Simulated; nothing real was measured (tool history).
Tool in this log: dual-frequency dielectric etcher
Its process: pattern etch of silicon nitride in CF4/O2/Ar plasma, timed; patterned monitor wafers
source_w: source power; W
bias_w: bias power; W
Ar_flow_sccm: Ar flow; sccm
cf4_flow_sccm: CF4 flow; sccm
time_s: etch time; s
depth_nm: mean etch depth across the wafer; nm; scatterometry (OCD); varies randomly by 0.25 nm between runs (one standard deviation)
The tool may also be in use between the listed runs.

| run | hour | source_w | bias_w | Ar_flow_sccm | cf4_flow_sccm | time_s | depth_nm |
|---|---|---|---|---|---|---|---|
| 1 | 0 | 430 | 58 | 71 | 94 | 15 | 27.799 |
| 2 | 7.2 | 480 | 58 | 71 | 94 | 15 | 30.547 |
| 3 | 8.2 | 480 | 58 | 81 | 94 | 15 | 29.914 |
| 4 | 13.5 | 480 | 64 | 81 | 94 | 15 | 31.247 |
| 5 | 20.9 | 510 | 65 | 81 | 94 | 15 | 33.428 |
| 6 | 25.5 | 510 | 65 | 81 | 94 | 15 | 33.362 |
| 7 | 30.7 | 530 | 65 | 81 | 94 | 15 | 34.703 |
| 8 | 34.9 | 550 | 65 | 81 | 94 | 15 | 35.721 |
| 9 | 43.8 | 560 | 65 | 81 | 94 | 15 | 36.484 |
| 10 | 46 | 570 | 65 | 81 | 94 | 15 | 36.598 |

Run 11 comes next. What will it give?
| 11 | 51.3 | 580 | 66 | 81 | 94 | 15 | ? |

depth_nm: 37.797 nm
